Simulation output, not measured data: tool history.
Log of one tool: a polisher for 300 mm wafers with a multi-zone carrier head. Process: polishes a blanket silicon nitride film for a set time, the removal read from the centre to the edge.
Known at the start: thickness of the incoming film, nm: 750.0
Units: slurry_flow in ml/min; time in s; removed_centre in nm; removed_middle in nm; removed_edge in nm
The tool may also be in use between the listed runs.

run  hour  slurry_flow  centre_zone  middle_zone  edge_zone  time  removed_centre  removed_middle  removed_edge
  1     0          235            1            1          1    61          100.23          91.414         94.71
  2   4.8          240         1.01         1.02       1.01    62          104.32          94.147        95.003
  3  12.5          195         1.01         1.02       1.01    62          100.43          92.586        94.752
  4  16.8          195         1.01         1.02       1.06    62          99.784          93.842        95.295
  5  19.1          200         1.01         1.03       1.07    63          101.92          95.671        93.502
     27.4  -- centre zone pressure recalibrated
  6  27.4          200         1.01         1.03       1.07    64          95.667          98.666        99.493
  7  29.3          205         1.03         1.04       1.07    65          98.355          98.458        98.974

The next listed run, before its measurement:
  8  31.5          205         1.01         1.04       1.05    66               ?               ?             ?

{"run 8": {"removed_centre": 99.232, "removed_middle": 100.32, "removed_edge": 100.76}}
